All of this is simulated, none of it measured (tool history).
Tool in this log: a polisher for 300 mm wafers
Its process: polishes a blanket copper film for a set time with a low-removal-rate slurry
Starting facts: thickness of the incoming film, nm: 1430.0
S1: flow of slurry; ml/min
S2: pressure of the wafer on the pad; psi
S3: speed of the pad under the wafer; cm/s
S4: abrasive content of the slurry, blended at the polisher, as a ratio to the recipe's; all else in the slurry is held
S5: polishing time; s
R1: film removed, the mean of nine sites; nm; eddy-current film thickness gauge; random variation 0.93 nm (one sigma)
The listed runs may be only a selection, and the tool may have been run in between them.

run,hour,S1,S2,S3,S4,S5,R1
1,0,130,3.2,140,1,48,187.59
2,5.4,120,3,140,1,48,179.49
3,6.9,120,2.8,140,1,48,169.63
4,10.1,120,2.2,140,1,48,143.09
5,18.1,120,2.2,140,1,48,143.58
6,25.4,120,2.2,118,1,48,121.6
7,32.7,125,2.4,118,1,48,128.66
8,34.7,125,2.5,118,1,48,134.3
9,37.8,130,2.6,118,1,48,138.08

Estimate the outcome of run 10 from the log above:
10,40.4,135,2.7,118,1,48,?

R1: 140.59 nm

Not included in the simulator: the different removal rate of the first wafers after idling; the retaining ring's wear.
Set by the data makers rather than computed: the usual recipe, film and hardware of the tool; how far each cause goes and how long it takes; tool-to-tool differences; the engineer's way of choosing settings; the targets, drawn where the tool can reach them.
